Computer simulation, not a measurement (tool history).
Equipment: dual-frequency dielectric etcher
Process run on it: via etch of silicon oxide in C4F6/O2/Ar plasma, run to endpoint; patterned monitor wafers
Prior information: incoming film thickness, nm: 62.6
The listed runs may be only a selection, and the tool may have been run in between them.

{"run": 1, "day": 0.0, "bias power (W)": 417, "source power (W)": 310, "Ar flow (sccm)": 281, "endpoint time (s)": 15.433}
{"run": 2, "day": 0.196, "bias power (W)": 417, "source power (W)": 280, "Ar flow (sccm)": 281, "endpoint time (s)": 15.933}
{"run": 3, "day": 0.45, "bias power (W)": 417, "source power (W)": 240, "Ar flow (sccm)": 281, "endpoint time (s)": 16.886}
{"run": 4, "day": 0.567, "bias power (W)": 417, "source power (W)": 240, "Ar flow (sccm)": 302, "endpoint time (s)": 16.834}
{"run": 5, "day": 0.775, "bias power (W)": 417, "source power (W)": 210, "Ar flow (sccm)": 302, "endpoint time (s)": 17.773}
{"run": 6, "day": 0.808, "bias power (W)": 417, "source power (W)": 190, "Ar flow (sccm)": 302, "endpoint time (s)": 18.457}
{"run": 7, "day": 1.167, "bias power (W)": 436, "source power (W)": 200, "Ar flow (sccm)": 301, "endpoint time (s)": 17.809}

Expected results for the next run?
{"run": 8, "day": 1.267, "bias power (W)": 452, "source power (W)": 210, "Ar flow (sccm)": 299, "endpoint time (s)": "?"}

{"run 8": {"endpoint time (s)": 17.467}}
